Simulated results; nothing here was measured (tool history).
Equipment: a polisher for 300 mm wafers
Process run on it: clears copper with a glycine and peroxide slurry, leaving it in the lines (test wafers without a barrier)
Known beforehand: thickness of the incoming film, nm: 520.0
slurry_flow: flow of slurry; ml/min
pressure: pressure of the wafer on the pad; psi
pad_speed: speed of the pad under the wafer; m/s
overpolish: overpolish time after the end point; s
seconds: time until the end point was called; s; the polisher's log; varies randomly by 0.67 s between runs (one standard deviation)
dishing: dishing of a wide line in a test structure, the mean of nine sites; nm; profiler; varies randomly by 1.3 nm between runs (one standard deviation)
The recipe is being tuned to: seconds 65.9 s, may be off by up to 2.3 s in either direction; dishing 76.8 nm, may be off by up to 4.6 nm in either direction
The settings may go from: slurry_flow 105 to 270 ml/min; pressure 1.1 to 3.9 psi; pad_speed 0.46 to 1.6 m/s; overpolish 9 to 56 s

| run | day | slurry_flow | pressure | pad_speed | overpolish | seconds | dishing |
|---|---|---|---|---|---|---|---|
| 1 | 0 | 175 | 2.5 | 1.02 | 29 | 100.09 | 64.645 |
| 2 | 0.042 | 180 | 2.8 | 1.02 | 28 | 90.598 | 67.401 |
| 3 | 0.404 | 180 | 2.8 | 0.78 | 28 | 110.42 | 60.922 |
| 4 | 0.604 | 140 | 2.8 | 0.78 | 28 | 114.9 | 60.872 |
| 5 | 0.667 | 140 | 2.8 | 0.98 | 28 | 96.838 | 64.975 |
| 6 | 0.988 | 145 | 3.1 | 0.98 | 28 | 88.034 | 68.509 |
| 7 | 1.212 | 165 | 3.8 | 1.02 | 25 | 70.683 | 70.165 |
| 8 | 1.446 | 165 | 3.8 | 1.04 | 26 | 70.348 | 73.954 |

Which one of the following 5 next-run settings gets every result inside its allowed miss? There is exactly one.
| A | 1.679 | 160 | 3.9 | 0.96 | 23 | ? | ? |
| B | 1.679 | 160 | 3.6 | 0.96 | 29 | ? | ? |
| C | 1.679 | 160 | 3.9 | 0.92 | 22 | ? | ? |
| D | 1.679 | 175 | 3.6 | 1.16 | 19 | ? | ? |
| E | 1.679 | 190 | 3.4 | 1.22 | 29 | ? | ? |

| move | seconds | dishing |
|---|---|---|
| A | 71.824 | 66.003 |
| B | 76.937 | 70.693 |
| C | 74.261 | 63.769 |
| D | 65.398 | 62.326 |
| E | 65.306 | 73.577 |
A: lands further from the targets than the last run did
B: lands further from the targets than the last run did
C: lands further from the targets than the last run did
D: puts the biggest miss on target and leaves a different result outside tolerance
E: all results land within tolerance of their targets
Move E is the one to make.

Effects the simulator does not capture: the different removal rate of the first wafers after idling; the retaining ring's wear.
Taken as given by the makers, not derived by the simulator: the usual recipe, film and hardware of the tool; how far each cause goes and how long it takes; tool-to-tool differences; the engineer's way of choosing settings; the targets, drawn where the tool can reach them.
